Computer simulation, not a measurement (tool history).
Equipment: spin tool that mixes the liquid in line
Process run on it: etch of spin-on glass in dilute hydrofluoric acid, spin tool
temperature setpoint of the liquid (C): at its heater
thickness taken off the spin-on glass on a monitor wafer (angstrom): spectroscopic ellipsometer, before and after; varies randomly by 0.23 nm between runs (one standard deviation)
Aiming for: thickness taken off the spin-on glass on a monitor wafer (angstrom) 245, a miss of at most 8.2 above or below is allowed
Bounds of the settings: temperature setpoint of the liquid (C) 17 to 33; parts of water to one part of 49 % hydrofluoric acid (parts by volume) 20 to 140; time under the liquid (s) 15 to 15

run	hour	temperature setpoint of the liquid (C)	parts of water to one part of 49 % hydrofluoric acid (parts by volume)	time under the liquid (s)	thickness taken off the spin-on glass on a monitor wafer (angstrom)
1	0	25	75	15	85.708
2	7	25	90	15	70.458
3	14.6	22	90	15	62.824
4	16	22	115	15	47.845
5	20.6	24.5	95	15	65.26
6	22	24.5	95	15	64.215
7	26.8	26.5	80	15	86.976
8	28.5	28	65	15	114.21
9	30.3	29	55	15	142.99
10	38.1	29	55	15	142.96
11	41.5	30	50	15	162.11
12	45.6	33	25	15	391.44
13	52.3	32	25	15	368.02
14	54.7	30.5	25	15	346.44
15	61.4	28.5	25	15	322.85
16	69.2	26.5	25	15	295.64
17	71.2	25.5	25	15	281.41
18	79	24.5	25	15	275.3
19	87.6	24	25	15	271.5
20	88.8	23.5	25	15	264.82
21	93.1	23	25	15	253.69

Below are 4 possible settings for the next run. Only one of them brings all results inside the allowed miss of their targets. Which is it?
A	97.4	22	25	15	?
B	97.4	18.5	20	15	?
C	97.4	24	25	15	?
D	97.4	24.5	25	15	?

move	thickness taken off the spin-on glass on a monitor wafer (angstrom)
A	245.4
B	265.23
C	267.08
D	272.74
A: in spec on every target
B: moves away from the targets compared with the last run
C: moves away from the targets compared with the last run
D: moves away from the targets compared with the last run
The right move is A.
